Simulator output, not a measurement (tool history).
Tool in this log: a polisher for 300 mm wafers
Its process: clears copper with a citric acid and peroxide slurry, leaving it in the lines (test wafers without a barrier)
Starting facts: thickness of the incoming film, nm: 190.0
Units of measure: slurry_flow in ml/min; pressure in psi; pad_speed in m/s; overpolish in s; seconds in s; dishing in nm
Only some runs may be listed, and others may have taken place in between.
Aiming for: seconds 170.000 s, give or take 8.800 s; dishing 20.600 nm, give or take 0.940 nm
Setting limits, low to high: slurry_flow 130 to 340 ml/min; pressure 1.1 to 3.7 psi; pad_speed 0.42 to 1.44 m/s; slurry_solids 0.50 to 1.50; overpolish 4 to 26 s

run 1 hour=0.0 | slurry_flow=220 pressure=2.4 pad_speed=0.92 slurry_solids=1.00 overpolish=13 | seconds=107.850 dishing=18.702
run 2 hour=6.3 | slurry_flow=220 pressure=2.4 pad_speed=0.92 slurry_solids=1.15 overpolish=13 | seconds=108.000 dishing=18.667
run 3 hour=7.3 | slurry_flow=220 pressure=2.4 pad_speed=1.12 slurry_solids=1.15 overpolish=13 | seconds=87.821 dishing=22.778
run 4 hour=10.5 | slurry_flow=220 pressure=2.2 pad_speed=1.10 slurry_solids=1.15 overpolish=14 | seconds=97.450 dishing=21.788
run 5 hour=17.5 | slurry_flow=220 pressure=2.2 pad_speed=1.10 slurry_solids=1.25 overpolish=14 | seconds=95.871 dishing=21.974
run 6 hour=24.2 | slurry_flow=170 pressure=2.2 pad_speed=1.10 slurry_solids=1.25 overpolish=14 | seconds=99.626 dishing=21.197
run 7 hour=25.4 | slurry_flow=165 pressure=2.0 pad_speed=1.10 slurry_solids=1.25 overpolish=15 | seconds=110.250 dishing=20.410
run 8 hour=32.6 | slurry_flow=160 pressure=1.9 pad_speed=1.10 slurry_solids=1.25 overpolish=16 | seconds=116.360 dishing=21.433
run 9 hour=33.3 | slurry_flow=155 pressure=1.3 pad_speed=1.06 slurry_solids=1.25 overpolish=20 | seconds=172.390 dishing=17.728
run 10 hour=38.3 | slurry_flow=155 pressure=1.3 pad_speed=1.06 slurry_solids=1.25 overpolish=20 | seconds=175.630 dishing=17.478

4 candidate next runs follow, results not yet known. Just one meets every target within its allowed miss. Identify it.
run A hour=43.3 | slurry_flow=155 pressure=1.3 pad_speed=1.08 slurry_solids=1.30 overpolish=17 | seconds=? dishing=?
run B hour=43.3 | slurry_flow=135 pressure=1.1 pad_speed=1.18 slurry_solids=1.25 overpolish=20 | seconds=? dishing=?
run C hour=43.3 | slurry_flow=180 pressure=1.2 pad_speed=1.14 slurry_solids=1.20 overpolish=16 | seconds=? dishing=?
run D hour=43.3 | slurry_flow=230 pressure=1.2 pad_speed=1.10 slurry_solids=1.40 overpolish=23 | seconds=? dishing=?

move=A seconds=170.730 dishing=15.334
move=B seconds=190.460 dishing=16.021
move=C seconds=172.620 dishing=14.321
move=D seconds=168.220 dishing=20.396
A: misses by more than the last run did
B: misses by more than the last run did
C: misses by more than the last run did
D: in spec on every target
D is the move that brings every result within its allowed miss.
